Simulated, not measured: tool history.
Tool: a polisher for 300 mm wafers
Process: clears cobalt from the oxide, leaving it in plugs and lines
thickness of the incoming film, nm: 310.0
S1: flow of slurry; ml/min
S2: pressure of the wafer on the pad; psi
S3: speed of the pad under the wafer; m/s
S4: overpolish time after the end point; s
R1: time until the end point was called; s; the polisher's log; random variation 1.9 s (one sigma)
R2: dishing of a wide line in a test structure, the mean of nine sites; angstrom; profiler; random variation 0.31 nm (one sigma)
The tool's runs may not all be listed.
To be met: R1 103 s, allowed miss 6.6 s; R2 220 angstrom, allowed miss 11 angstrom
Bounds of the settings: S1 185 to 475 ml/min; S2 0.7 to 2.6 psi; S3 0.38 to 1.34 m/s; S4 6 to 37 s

| run | hour | S1 | S2 | S3 | S4 | R1 | R2 |
|---|---|---|---|---|---|---|---|
| 1 | 0 | 305 | 1.6 | 0.86 | 19 | 83.174 | 454.53 |
| 2 | 4.6 | 305 | 1.6 | 0.86 | 25 | 81.835 | 531.77 |
| 3 | 9.6 | 300 | 1.5 | 0.84 | 18 | 89.124 | 421.96 |
| 4 | 18.5 | 235 | 1.5 | 0.84 | 18 | 89.964 | 404.28 |
| 5 | 22.9 | 235 | 1.5 | 1.04 | 18 | 75.44 | 469.26 |
| 6 | 23.8 | 220 | 1.6 | 0.82 | 14 | 89.61 | 355.31 |
| 7 | 28 | 220 | 1.6 | 0.82 | 14 | 88.744 | 353.92 |
| 8 | 34.1 | 210 | 1.7 | 0.68 | 11 | 97.061 | 268.27 |
| 9 | 35.2 | 210 | 1.7 | 0.66 | 10 | 103.23 | 241.83 |

4 next moves are on the table. One of them brings every result within its allowed miss. Which?
| A | 36.3 | 245 | 1.4 | 0.66 | 12 | ? | ? |
| B | 36.3 | 260 | 1.6 | 0.68 | 9 | ? | ? |
| C | 36.3 | 185 | 1.7 | 0.64 | 8 | ? | ? |
| D | 36.3 | 185 | 2.1 | 0.44 | 9 | ? | ? |

| move | R1 | R2 |
|---|---|---|
| A | 116.47 | 251.25 |
| B | 102.08 | 220.69 |
| C | 104.08 | 196.4 |
| D | 116.9 | 196.76 |
A: further off than the last run
B: meets every target
C: takes the result that was furthest off past its target
D: takes the result that was furthest off past its target
Answer: B
